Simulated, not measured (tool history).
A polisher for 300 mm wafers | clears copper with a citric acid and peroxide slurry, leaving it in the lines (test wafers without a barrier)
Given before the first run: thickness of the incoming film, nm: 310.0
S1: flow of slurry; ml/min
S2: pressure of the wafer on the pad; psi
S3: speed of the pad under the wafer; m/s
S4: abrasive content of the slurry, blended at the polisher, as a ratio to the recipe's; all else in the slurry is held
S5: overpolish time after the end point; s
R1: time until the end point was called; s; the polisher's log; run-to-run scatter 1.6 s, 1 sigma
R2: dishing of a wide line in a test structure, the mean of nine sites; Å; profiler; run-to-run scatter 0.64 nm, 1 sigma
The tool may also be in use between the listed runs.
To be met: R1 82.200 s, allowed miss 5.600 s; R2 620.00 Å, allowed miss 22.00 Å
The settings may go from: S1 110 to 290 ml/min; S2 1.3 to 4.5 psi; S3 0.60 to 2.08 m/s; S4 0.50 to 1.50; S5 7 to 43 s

Run 1, day 0.000: S1 185 ml/min, S2 2.9 psi, S3 1.34 m/s, S4 1.00, S5 22 s. Result: R1 90.451 s, R2 457.54 Å.
Run 2, day 0.029: S1 185 ml/min, S2 2.9 psi, S3 1.34 m/s, S4 1.05, S5 22 s. Result: R1 93.280 s, R2 462.98 Å.
Run 3, day 0.383: S1 185 ml/min, S2 2.9 psi, S3 1.16 m/s, S4 1.05, S5 22 s. Result: R1 104.530 s, R2 410.36 Å.
Run 4, day 0.700: S1 185 ml/min, S2 3.1 psi, S3 1.16 m/s, S4 1.05, S5 23 s. Result: R1 97.174 s, R2 453.18 Å.
Run 5, day 0.921: S1 185 ml/min, S2 3.2 psi, S3 1.16 m/s, S4 1.05, S5 24 s. Result: R1 94.773 s, R2 483.17 Å.
Run 6, day 1.254: S1 185 ml/min, S2 3.3 psi, S3 1.16 m/s, S4 1.05, S5 25 s. Result: R1 91.337 s, R2 514.06 Å.
Run 7, day 1.583: S1 185 ml/min, S2 3.4 psi, S3 1.16 m/s, S4 1.05, S5 26 s. Result: R1 89.445 s, R2 546.08 Å.
Run 8, day 1.625: S1 185 ml/min, S2 3.5 psi, S3 1.16 m/s, S4 1.05, S5 26 s. Result: R1 88.502 s, R2 559.41 Å.

Consider the 5 candidate settings below. Which is the only one whose results all fall within their allowed miss of target?
Run A, day 1.667: S1 170 ml/min, S2 3.6 psi, S3 1.36 m/s, S4 1.15, S5 22 s. Result: R1 ?, R2 ?.
Run B, day 1.667: S1 165 ml/min, S2 3.5 psi, S3 1.48 m/s, S4 0.90, S5 23 s. Result: R1 ?, R2 ?.
Run C, day 1.667: S1 195 ml/min, S2 3.2 psi, S3 1.14 m/s, S4 1.05, S5 25 s. Result: R1 ?, R2 ?.
Run D, day 1.667: S1 230 ml/min, S2 3.5 psi, S3 1.38 m/s, S4 0.90, S5 20 s. Result: R1 ?, R2 ?.
Run E, day 1.667: S1 230 ml/min, S2 4.0 psi, S3 0.96 m/s, S4 1.25, S5 29 s. Result: R1 ?, R2 ?.

move      R1      R2
   A  74.271  549.63
   B  74.323  566.81
   C  96.321  494.50
   D  75.768  502.81
   E  84.807  614.68
A: moves away from the targets compared with the last run
B: closer than the last run, but not yet in spec
C: moves away from the targets compared with the last run
D: moves away from the targets compared with the last run
E: all results land within tolerance of their targets
Answer: E

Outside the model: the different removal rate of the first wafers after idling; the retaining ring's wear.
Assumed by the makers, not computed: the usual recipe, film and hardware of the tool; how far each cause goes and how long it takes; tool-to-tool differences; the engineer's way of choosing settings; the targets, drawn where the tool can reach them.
